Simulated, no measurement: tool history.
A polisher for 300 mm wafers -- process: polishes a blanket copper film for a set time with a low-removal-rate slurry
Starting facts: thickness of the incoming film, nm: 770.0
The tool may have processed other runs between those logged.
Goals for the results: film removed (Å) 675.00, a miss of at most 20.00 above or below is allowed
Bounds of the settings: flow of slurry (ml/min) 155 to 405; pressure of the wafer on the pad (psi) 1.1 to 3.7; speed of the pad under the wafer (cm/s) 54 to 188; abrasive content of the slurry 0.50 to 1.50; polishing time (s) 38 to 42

run    day  flow of slurry (ml/min)  pressure of the wafer on the pad (psi)  speed of the pad under the wafer (cm/s)  abrasive content of the slurry  polishing time (s)  film removed (Å)
  1  0.000                      260                                     2.4                                      120                            1.00                  42           1229.60
  2  0.062                      260                                     2.1                                      118                            1.00                  42           1044.20
  3  0.104                      300                                     2.1                                      118                            1.00                  42           1037.50
  4  0.250                      300                                     2.1                                      118                            1.00                  42           1061.40
  5  0.388                      270                                     2.1                                      118                            1.00                  42           1057.70
  6  0.733                      270                                     1.8                                      118                            1.00                  42            889.08
  7  0.875                      270                                     1.7                                      118                            1.00                  42            869.12
  8  0.942                      270                                     1.6                                      118                            1.00                  42            818.90
  9  0.971                      270                                     1.5                                      118                            1.00                  42            764.64
 10  1.154                      270                                     1.4                                      118                            1.00                  42            713.16

Which single option among these 4 for the next run brings every result within its allowed miss of target? Just one does.
  A  1.338                      330                                     1.3                                      126                            1.00                  42                 ?
  B  1.338                      255                                     1.2                                      126                            0.90                  42                 ?
  C  1.338                      270                                     1.4                                      118                            0.85                  39                 ?
  D  1.338                      235                                     1.4                                      122                            1.10                  38                 ?

move  film removed (Å)
   A            722.16
   B            646.94
   C            647.98
   D            677.05
A: lands further from the targets than the last run did
B: takes the biggest miss from the last run beyond its target
C: takes the biggest miss from the last run beyond its target
D: meets every target
The move that meets every target is D.

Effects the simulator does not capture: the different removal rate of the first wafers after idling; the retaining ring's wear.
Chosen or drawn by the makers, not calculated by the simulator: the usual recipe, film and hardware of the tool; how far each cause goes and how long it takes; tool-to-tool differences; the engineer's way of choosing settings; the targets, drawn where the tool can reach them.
